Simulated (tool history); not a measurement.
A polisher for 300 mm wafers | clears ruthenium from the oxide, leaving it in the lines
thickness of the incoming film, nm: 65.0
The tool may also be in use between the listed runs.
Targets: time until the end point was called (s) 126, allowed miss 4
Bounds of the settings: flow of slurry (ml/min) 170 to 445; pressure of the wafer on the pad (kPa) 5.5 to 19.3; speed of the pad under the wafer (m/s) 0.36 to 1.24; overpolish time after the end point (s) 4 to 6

run,hour,flow of slurry (ml/min),pressure of the wafer on the pad (kPa),speed of the pad under the wafer (m/s),overpolish time after the end point (s),time until the end point was called (s)
1,0,285,12.4,0.8,6,98.248
2,1.8,285,15.2,0.8,6,81.954
3,4.5,245,15.2,0.8,6,83.777
4,7.6,245,15.2,0.8,6,82.929
5,9.8,190,15.2,0.8,6,85.43
6,13.2,190,15.2,0.6,6,112.92
7,18.8,190,15.2,0.6,6,114.2
8,21.5,190,14.5,0.6,6,120.47

5 next moves are on the table. One of them brings every result within its allowed miss. Which?
A,24.2,180,12.4,0.6,6,?
B,24.2,180,13.8,0.6,6,?
C,24.2,170,14.5,0.52,6,?
D,24.2,195,14.5,0.52,5,?
E,24.2,210,10.3,0.7,6,?

move,time until the end point was called (s)
A,140.53
B,126.86
C,140.23
D,136.84
E,140.89
A: takes the result that was furthest off past its target
B: meets every target
C: takes the result that was furthest off past its target
D: takes the result that was furthest off past its target
E: takes the result that was furthest off past its target
The right move is B.

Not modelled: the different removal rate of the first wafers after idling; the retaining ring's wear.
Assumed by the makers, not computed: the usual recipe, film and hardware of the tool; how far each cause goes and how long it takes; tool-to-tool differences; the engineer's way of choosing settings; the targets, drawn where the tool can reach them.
